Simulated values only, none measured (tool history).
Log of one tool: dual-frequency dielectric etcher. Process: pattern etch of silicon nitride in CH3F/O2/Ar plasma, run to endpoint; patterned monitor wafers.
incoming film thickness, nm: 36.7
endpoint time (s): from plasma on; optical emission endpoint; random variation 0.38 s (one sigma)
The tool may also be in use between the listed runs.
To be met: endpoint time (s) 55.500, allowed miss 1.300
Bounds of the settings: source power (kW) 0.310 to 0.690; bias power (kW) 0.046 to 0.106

| run | hour | source power (kW) | bias power (kW) | endpoint time (s) |
|---|---|---|---|---|
| 1 | 0.0 | 0.500 | 0.076 | 45.690 |
| 2 | 7.8 | 0.500 | 0.067 | 46.606 |
| 3 | 14.3 | 0.440 | 0.062 | 51.534 |
| 4 | 20.3 | 0.420 | 0.061 | 52.778 |
| 5 | 24.7 | 0.340 | 0.061 | 61.751 |
| 6 | 27.5 | 0.360 | 0.061 | 59.684 |
| 7 | 30.2 | 0.370 | 0.061 | 58.193 |
| 8 | 37.2 | 0.380 | 0.061 | 57.180 |

5 next moves are on the table. One of them brings every result within its allowed miss. Which?
| A | 44.2 | 0.400 | 0.062 | ? |
| B | 44.2 | 0.370 | 0.062 | ? |
| C | 44.2 | 0.360 | 0.064 | ? |
| D | 44.2 | 0.390 | 0.055 | ? |
| E | 44.2 | 0.360 | 0.065 | ? |

| move | endpoint time (s) |
|---|---|
| A | 55.229 |
| B | 58.521 |
| C | 59.327 |
| D | 57.832 |
| E | 59.102 |
A: meets every target
B: further off than the last run
C: further off than the last run
D: further off than the last run
E: further off than the last run
The right move is A.
